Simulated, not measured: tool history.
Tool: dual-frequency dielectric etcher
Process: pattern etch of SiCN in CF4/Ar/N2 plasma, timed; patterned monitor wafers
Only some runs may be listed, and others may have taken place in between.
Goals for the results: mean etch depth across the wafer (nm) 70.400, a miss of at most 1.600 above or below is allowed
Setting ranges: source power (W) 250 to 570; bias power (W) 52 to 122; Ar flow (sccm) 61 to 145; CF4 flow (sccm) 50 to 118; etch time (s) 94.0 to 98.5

run  hour  source power (W)  bias power (W)  Ar flow (sccm)  CF4 flow (sccm)  etch time (s)  mean etch depth across the wafer (nm)
  1   0.0               410              87             103               84           94.0                                 82.795
  2   3.9               390              87             103               84           94.0                                 78.993
  3   7.7               380              87             103               84           94.0                                 75.992
  4  15.0               380              87             103               84           98.5                                 80.659
  5  19.1               370              87             103               84           98.5                                 78.776
  6  27.4               360              87             103               84           98.5                                 76.363
  7  28.4               350              87             103               84           98.5                                 74.242
  8  37.3               350              87             103               84           98.5                                 75.008
     45.0  -- CF4 flow controller replaced
  9  45.0               320              86             103               84           98.5                                 68.729

Exactly one of the 5 candidate moves below puts every result within its allowed miss. Which one?
  A  52.7               310              85             101               83           98.5                                      ?
  B  52.7               300             108             108               87           94.5                                      ?
  C  52.7               310              92             108               83           94.0                                      ?
  D  52.7               290              95              98               81           98.5                                      ?
  E  52.7               320              89              85               77           94.0                                      ?

move  mean etch depth across the wafer (nm)
   A                                 65.762
   B                                 69.622
   C                                 65.022
   D                                 65.615
   E                                 67.327
A: moves away from the targets compared with the last run
B: every result within its allowed miss
C: moves away from the targets compared with the last run
D: moves away from the targets compared with the last run
E: moves away from the targets compared with the last run
Answer: B

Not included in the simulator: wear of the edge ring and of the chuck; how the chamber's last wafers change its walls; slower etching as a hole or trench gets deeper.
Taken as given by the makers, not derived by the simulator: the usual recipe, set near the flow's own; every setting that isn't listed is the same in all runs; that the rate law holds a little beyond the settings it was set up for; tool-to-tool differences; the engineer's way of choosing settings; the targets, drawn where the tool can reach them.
